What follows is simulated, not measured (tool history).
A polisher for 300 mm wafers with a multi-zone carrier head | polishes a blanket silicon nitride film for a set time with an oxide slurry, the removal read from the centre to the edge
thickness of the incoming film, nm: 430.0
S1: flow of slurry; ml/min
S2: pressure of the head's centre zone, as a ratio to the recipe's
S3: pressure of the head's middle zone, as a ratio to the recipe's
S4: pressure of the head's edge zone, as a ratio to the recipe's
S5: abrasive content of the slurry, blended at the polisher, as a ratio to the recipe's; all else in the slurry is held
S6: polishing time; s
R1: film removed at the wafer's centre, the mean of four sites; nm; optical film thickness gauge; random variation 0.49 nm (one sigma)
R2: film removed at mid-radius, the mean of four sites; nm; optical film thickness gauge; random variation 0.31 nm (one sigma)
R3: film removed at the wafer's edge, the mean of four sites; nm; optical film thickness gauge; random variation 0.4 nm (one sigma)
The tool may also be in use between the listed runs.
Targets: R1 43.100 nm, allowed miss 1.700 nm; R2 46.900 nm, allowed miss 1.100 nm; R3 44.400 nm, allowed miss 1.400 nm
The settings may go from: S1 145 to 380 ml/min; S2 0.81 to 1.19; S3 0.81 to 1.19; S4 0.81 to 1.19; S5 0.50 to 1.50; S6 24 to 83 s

run  hour   S1    S2    S3    S4    S5  S6      R1      R2      R3
  1   0.0  245  1.00  1.00  1.00  1.00  53  32.250  31.222  32.327
  2   1.3  245  1.00  1.00  1.00  1.00  60  36.488  35.278  36.810
  3   2.9  245  1.00  1.00  1.00  1.00  70  43.119  40.713  42.934
  4   8.7  245  1.00  1.00  1.00  0.95  70  40.822  40.116  41.361
  5   9.4  250  1.00  1.02  1.01  0.95  70  41.629  40.169  41.761
  6  16.2  255  0.99  1.04  1.01  0.95  70  41.550  41.163  42.340
  7  24.0  260  0.99  1.06  1.01  0.95  70  40.658  41.719  42.110
  8  30.0  265  0.99  1.07  1.01  0.95  70  41.296  42.569  41.703
  9  36.6  270  0.99  1.08  1.02  0.95  70  41.503  42.776  42.654
 10  40.7  275  0.99  1.09  1.02  0.95  70  41.505  43.313  42.303
 11  44.8  280  0.99  1.10  1.03  0.95  70  42.317  43.627  42.910

5 next moves are on the table. One of them brings every result within its allowed miss. Which?
  A  48.9  355  1.11  1.07  1.05  1.00  66   ?   ?   ?
  B  48.9  265  1.13  1.13  1.03  0.95  74   ?   ?   ?
  C  48.9  240  1.00  1.09  0.99  1.15  72   ?   ?   ?
  D  48.9  290  0.97  1.12  1.01  0.95  74   ?   ?   ?
  E  48.9  250  0.98  1.09  1.00  1.15  71   ?   ?   ?

move      R1      R2      R3
   A  45.044  42.726  42.960
   B  47.758  46.990  44.944
   C  47.601  49.548  48.095
   D  43.450  47.141  44.872
   E  46.574  49.125  47.851
A: further off than the last run
B: brings the result that was furthest off to its target, and leaves another outside
C: takes the result that was furthest off past its target
D: meets every target
E: takes the result that was furthest off past its target
Move D is the one to make.
